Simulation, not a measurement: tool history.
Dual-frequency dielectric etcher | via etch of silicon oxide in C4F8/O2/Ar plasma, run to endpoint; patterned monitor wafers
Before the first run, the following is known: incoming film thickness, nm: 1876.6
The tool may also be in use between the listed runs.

| run | day | source power (W) | bias power (W) | endpoint time (s) |
|---|---|---|---|---|
| 1 | 0 | 2310 | 2583 | 277.7 |
| 2 | 0.104 | 2210 | 2470 | 289.02 |
| 3 | 0.362 | 2210 | 2241 | 299.82 |
| 4 | 0.404 | 2210 | 2470 | 289.26 |
| 5 | 0.683 | 2130 | 2404 | 299.25 |
| 6 | 0.733 | 2060 | 2376 | 305.72 |
| 7 | 1.083 | 1990 | 2353 | 314.59 |
| 8 | 1.271 | 1530 | 1990 | 412.53 |
| 9 | 1.312 | 1870 | 2028 | 346.39 |
| 10 | 1.417 | 1870 | 2028 | 342.15 |
| 11 | 1.771 | 1460 | 1855 | 436.95 |
|  | 1.983 | source power generator calibrated |
| 12 | 1.983 | 1500 | 1860 | 436.4 |
| 13 | 2.279 | 1540 | 1864 | 415.51 |
| 14 | 2.467 | 1570 | 1868 | 418.31 |
| 15 | 2.833 | 1600 | 1871 | 403.59 |
| 16 | 2.921 | 2010 | 1999 | 330.98 |
| 17 | 2.983 | 1980 | 1995 | 337.64 |

Predict the results of run 18:
| 18 | 3.054 | 1960 | 1992 | ? |

Run 18 yielded endpoint time (s) 341.59.
